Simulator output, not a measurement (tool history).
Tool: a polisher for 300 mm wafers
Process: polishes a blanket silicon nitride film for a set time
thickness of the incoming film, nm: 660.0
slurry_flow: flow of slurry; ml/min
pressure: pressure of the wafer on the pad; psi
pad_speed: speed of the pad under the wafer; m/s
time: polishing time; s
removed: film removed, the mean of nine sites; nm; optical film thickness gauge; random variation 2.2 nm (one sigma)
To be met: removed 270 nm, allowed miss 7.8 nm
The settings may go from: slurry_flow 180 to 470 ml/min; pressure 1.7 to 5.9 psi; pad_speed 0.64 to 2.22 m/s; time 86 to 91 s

run 1 hour=0 | slurry_flow=300 pressure=3.8 pad_speed=1.42 time=86 | removed=171.09
run 2 hour=4.1 | slurry_flow=330 pressure=3.8 pad_speed=1.42 time=86 | removed=172.09
run 3 hour=9.2 | slurry_flow=330 pressure=3.8 pad_speed=1.58 time=86 | removed=185.75
run 4 hour=12.4 | slurry_flow=330 pressure=3.8 pad_speed=1.58 time=86 | removed=184.34
run 5 hour=18.1 | slurry_flow=330 pressure=4.2 pad_speed=1.58 time=86 | removed=205.82
run 6 hour=26.4 | slurry_flow=330 pressure=4.5 pad_speed=1.58 time=86 | removed=218.84
run 7 hour=27.3 | slurry_flow=330 pressure=4.8 pad_speed=1.58 time=86 | removed=233.03
run 8 hour=28.3 | slurry_flow=330 pressure=5 pad_speed=1.58 time=86 | removed=244.38
run 9 hour=37 | slurry_flow=330 pressure=5.1 pad_speed=1.58 time=86 | removed=247.03
run 10 hour=39.9 | slurry_flow=330 pressure=5.2 pad_speed=1.58 time=86 | removed=251.1
run 11 hour=41.1 | slurry_flow=330 pressure=5.3 pad_speed=1.58 time=86 | removed=256.8
run 12 hour=46.8 | slurry_flow=330 pressure=5.4 pad_speed=1.58 time=86 | removed=261.68

4 next moves are on the table. One of them brings every result within its allowed miss. Which?
run A hour=52.5 | slurry_flow=330 pressure=5.3 pad_speed=1.56 time=91 | removed=?
run B hour=52.5 | slurry_flow=425 pressure=5.2 pad_speed=1.66 time=91 | removed=?
run C hour=52.5 | slurry_flow=415 pressure=4 pad_speed=2.02 time=90 | removed=?
run D hour=52.5 | slurry_flow=365 pressure=5.9 pad_speed=1.26 time=88 | removed=?

move=A removed=268.39
move=B removed=280.78
move=C removed=249.45
move=D removed=247.16
A: meets every target
B: takes the result that was furthest off past its target
C: further off than the last run
D: further off than the last run
Move A is the one to make.
